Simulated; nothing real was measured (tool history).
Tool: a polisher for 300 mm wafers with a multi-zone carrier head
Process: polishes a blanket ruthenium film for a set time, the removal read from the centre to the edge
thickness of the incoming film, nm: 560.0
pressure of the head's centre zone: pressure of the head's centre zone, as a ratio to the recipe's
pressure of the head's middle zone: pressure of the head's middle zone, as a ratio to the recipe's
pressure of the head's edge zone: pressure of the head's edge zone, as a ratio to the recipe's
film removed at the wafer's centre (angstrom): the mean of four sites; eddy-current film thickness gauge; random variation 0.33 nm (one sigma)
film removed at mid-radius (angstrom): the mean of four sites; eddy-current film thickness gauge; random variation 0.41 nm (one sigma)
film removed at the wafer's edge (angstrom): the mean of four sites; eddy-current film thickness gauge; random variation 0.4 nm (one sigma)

run  hour  flow of slurry (ml/min)  pressure of the head's centre zone  pressure of the head's middle zone  pressure of the head's edge zone  polishing time (s)  film removed at the wafer's centre (angstrom)  film removed at mid-radius (angstrom)  film removed at the wafer's edge (angstrom)
  1     0                      285                                   1                                   1                                 1                  71                                         515.36                                 499.01                                       513.81
  2   1.4                      285                                0.96                                   1                                 1                  71                                         504.95                                  492.1                                       517.41
  3   8.9                      285                                0.96                                   1                              1.06                  71                                         507.37                                 491.34                                       528.63
  4  10.5                      285                                0.96                                   1                              1.06                  77                                         546.74                                 544.37                                       570.47
  5  13.2                      285                                0.96                                   1                              1.09                  77                                         547.28                                 544.47                                       587.14
  6  14.6                      285                                0.96                                   1                              1.09                  86                                         611.66                                 620.88                                       653.46
  7  18.7                      285                                0.96                                   1                              1.09                  86                                          612.8                                 607.64                                       643.18
  8  27.8                      270                                0.95                                1.01                              1.05                  78                                         540.97                                 563.31                                        587.4
  9  33.4                      285                                0.93                                1.01                              1.01                  71                                         489.58                                 509.57                                       513.76
 10  41.5                      270                                0.83                                0.97                              0.91                  51                                         320.07                                 353.74                                       352.43

Forecast run 11:
 11  43.1                      270                                0.83                                0.97                               0.9                  49                                              ?                                      ?                                            ?

film removed at the wafer's centre (angstrom): 312.54
film removed at mid-radius (angstrom): 341.08
film removed at the wafer's edge (angstrom): 341.01
